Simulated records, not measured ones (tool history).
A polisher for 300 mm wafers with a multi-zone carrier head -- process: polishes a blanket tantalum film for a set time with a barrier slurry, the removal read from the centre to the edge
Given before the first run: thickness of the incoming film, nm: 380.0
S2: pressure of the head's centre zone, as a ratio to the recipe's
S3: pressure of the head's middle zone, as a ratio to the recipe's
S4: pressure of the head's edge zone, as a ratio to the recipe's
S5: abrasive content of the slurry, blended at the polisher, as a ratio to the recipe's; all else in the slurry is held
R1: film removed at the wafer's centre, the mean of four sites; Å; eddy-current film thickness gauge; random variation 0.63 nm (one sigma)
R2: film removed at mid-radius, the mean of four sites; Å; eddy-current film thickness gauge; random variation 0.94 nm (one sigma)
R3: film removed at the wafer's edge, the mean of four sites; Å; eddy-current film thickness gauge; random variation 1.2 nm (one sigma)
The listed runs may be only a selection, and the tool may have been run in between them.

Run 1, day 0.000: flow of slurry (ml/min) 145, S2 1.00, S3 1.00, S4 1.00, S5 1.0, polishing time (s) 66. Result: R1 716.57 Å, R2 729.04 Å, R3 707.56 Å.
Run 2, day 0.212: flow of slurry (ml/min) 145, S2 1.00, S3 0.94, S4 1.00, S5 1.0, polishing time (s) 66. Result: R1 711.29 Å, R2 683.01 Å, R3 701.47 Å.
Run 3, day 0.333: flow of slurry (ml/min) 145, S2 1.00, S3 0.94, S4 1.00, S5 0.9, polishing time (s) 66. Result: R1 700.68 Å, R2 676.16 Å, R3 695.44 Å.
Run 4, day 0.479: flow of slurry (ml/min) 145, S2 1.00, S3 0.94, S4 1.00, S5 0.9, polishing time (s) 77. Result: R1 818.07 Å, R2 782.30 Å, R3 801.40 Å.
Run 5, day 0.512: flow of slurry (ml/min) 150, S2 0.99, S3 0.96, S4 1.00, S5 0.9, polishing time (s) 77. Result: R1 809.02 Å, R2 797.42 Å, R3 832.67 Å.
Run 6, day 0.825: flow of slurry (ml/min) 150, S2 1.07, S3 0.96, S4 1.00, S5 0.9, polishing time (s) 77. Result: R1 866.91 Å, R2 797.11 Å, R3 832.74 Å.
Run 7, day 1.167: flow of slurry (ml/min) 150, S2 1.05, S3 0.98, S4 0.99, S5 0.9, polishing time (s) 77. Result: R1 862.89 Å, R2 809.25 Å, R3 798.38 Å.
Run 8, day 1.221: flow of slurry (ml/min) 150, S2 1.03, S3 1.00, S4 0.99, S5 0.9, polishing time (s) 77. Result: R1 854.10 Å, R2 819.27 Å, R3 801.43 Å.

Run 9 has not been measured yet. What should we expect?
Run 9, day 1.367: flow of slurry (ml/min) 150, S2 1.03, S3 1.00, S4 0.99, S5 0.9, polishing time (s) 77. Result: R1 ?, R2 ?, R3 ?.

{"run 9": {"R1": 837.54, "R2": 840.56, "R3": 799.46}}

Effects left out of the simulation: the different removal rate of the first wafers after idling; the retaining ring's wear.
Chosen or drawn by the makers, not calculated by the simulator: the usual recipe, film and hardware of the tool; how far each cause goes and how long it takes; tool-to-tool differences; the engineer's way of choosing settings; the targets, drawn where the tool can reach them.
